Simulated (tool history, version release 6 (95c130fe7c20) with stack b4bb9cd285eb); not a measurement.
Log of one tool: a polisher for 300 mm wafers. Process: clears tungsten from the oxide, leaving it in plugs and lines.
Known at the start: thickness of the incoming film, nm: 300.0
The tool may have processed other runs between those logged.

run	hour	flow of slurry (ml/min)	pressure of the wafer on the pad (psi)	speed of the pad under the wafer (m/s)	abrasive content of the slurry	overpolish time after the end point (s)	time until the end point was called (s)
1	0.0	205	3.7	0.88	1.00	8	90.541
2	7.4	205	3.7	0.88	1.00	6	92.503
3	10.7	205	3.6	0.88	1.00	6	91.780
4	11.6	255	3.6	0.88	1.00	6	89.306
5	20.1	255	3.6	0.88	1.15	6	90.001
6	28.4	255	3.6	0.88	1.25	6	86.300
7	30.1	255	3.4	0.88	1.25	6	93.894
8	38.0	255	3.3	0.88	1.25	6	93.206

The next listed run, before its measurement:
9	46.9	255	3.2	0.88	1.25	6	?

Run 9 came out at time until the end point was called (s) 97.416.

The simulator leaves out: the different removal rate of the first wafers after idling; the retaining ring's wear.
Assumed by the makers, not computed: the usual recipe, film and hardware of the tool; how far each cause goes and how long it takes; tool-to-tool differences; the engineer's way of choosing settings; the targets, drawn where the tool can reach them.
